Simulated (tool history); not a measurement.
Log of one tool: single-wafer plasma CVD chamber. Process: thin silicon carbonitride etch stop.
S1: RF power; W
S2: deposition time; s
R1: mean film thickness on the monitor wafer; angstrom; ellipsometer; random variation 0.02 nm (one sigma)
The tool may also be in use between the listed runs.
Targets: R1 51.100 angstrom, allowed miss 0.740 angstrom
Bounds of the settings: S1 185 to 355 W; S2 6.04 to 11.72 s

Run 1, day 0.000: S1 270 W, S2 8.88 s. Result: R1 54.059 angstrom.
Run 2, day 0.042: S1 250 W, S2 8.88 s. Result: R1 53.694 angstrom.
Run 3, day 0.104: S1 250 W, S2 9.90 s. Result: R1 59.310 angstrom.
Run 4, day 0.325: S1 245 W, S2 9.76 s. Result: R1 58.571 angstrom.
Run 5, day 0.617: S1 270 W, S2 9.76 s. Result: R1 59.953 angstrom.
Run 6, day 0.775: S1 260 W, S2 9.65 s. Result: R1 58.541 angstrom.
Run 7, day 0.975: S1 255 W, S2 9.55 s. Result: R1 57.520 angstrom.
Run 8, day 1.121: S1 250 W, S2 9.47 s. Result: R1 56.992 angstrom.
Run 9, day 1.208: S1 245 W, S2 9.38 s. Result: R1 56.510 angstrom.
Run 10, day 1.538: S1 245 W, S2 9.27 s. Result: R1 55.624 angstrom.
Run 11, day 1.617: S1 245 W, S2 9.27 s. Result: R1 55.693 angstrom.
Run 12, day 1.862: S1 240 W, S2 9.19 s. Result: R1 54.701 angstrom.
Run 13, day 2.054: S1 240 W, S2 9.19 s. Result: R1 54.916 angstrom.

Which of these 5 next moves meets every target?
Run A, day 2.246: S1 275 W, S2 8.32 s. Result: R1 ?.
Run B, day 2.246: S1 240 W, S2 10.48 s. Result: R1 ?.
Run C, day 2.246: S1 260 W, S2 8.06 s. Result: R1 ?.
Run D, day 2.246: S1 265 W, S2 10.12 s. Result: R1 ?.
Run E, day 2.246: S1 245 W, S2 8.97 s. Result: R1 ?.

move      R1
   A  51.046
   B  62.484
   C  48.864
   D  61.601
   E  53.710
A: meets every target
B: further off than the last run
C: takes the result that was furthest off past its target
D: further off than the last run
E: nearer than the last run, and not there yet
Move A is the one to make.
